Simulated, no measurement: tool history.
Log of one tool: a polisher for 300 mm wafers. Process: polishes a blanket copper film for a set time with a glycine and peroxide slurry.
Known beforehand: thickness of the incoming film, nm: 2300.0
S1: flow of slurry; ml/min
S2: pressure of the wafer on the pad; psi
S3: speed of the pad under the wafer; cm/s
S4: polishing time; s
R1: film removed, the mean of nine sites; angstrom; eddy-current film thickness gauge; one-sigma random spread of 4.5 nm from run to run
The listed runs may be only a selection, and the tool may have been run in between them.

run 1 hour=0 | S1=290 S2=2.8 S3=114 S4=39 | R1=2552.1
run 2 hour=2.8 | S1=290 S2=2.2 S3=114 S4=39 | R1=2142.7
run 3 hour=5.5 | S1=290 S2=2.5 S3=116 S4=39 | R1=2333.2
run 4 hour=12.3 | S1=340 S2=2.5 S3=116 S4=39 | R1=2419.8
-- hour=13.3 head pressure recalibrated
run 5 hour=13.3 | S1=340 S2=2.9 S3=116 S4=39 | R1=2897.2
run 6 hour=14.5 | S1=350 S2=3 S3=116 S4=39 | R1=2902.9
run 7 hour=20.2 | S1=355 S2=3.1 S3=116 S4=39 | R1=3048.5
run 8 hour=22.4 | S1=360 S2=3.2 S3=116 S4=39 | R1=3076.8
run 9 hour=30.6 | S1=360 S2=3.3 S3=116 S4=39 | R1=3198.3

Expected results for the next run?
run 10 hour=36.7 | S1=365 S2=3.4 S3=116 S4=39 | R1=?

R1: 3264.7 angstrom

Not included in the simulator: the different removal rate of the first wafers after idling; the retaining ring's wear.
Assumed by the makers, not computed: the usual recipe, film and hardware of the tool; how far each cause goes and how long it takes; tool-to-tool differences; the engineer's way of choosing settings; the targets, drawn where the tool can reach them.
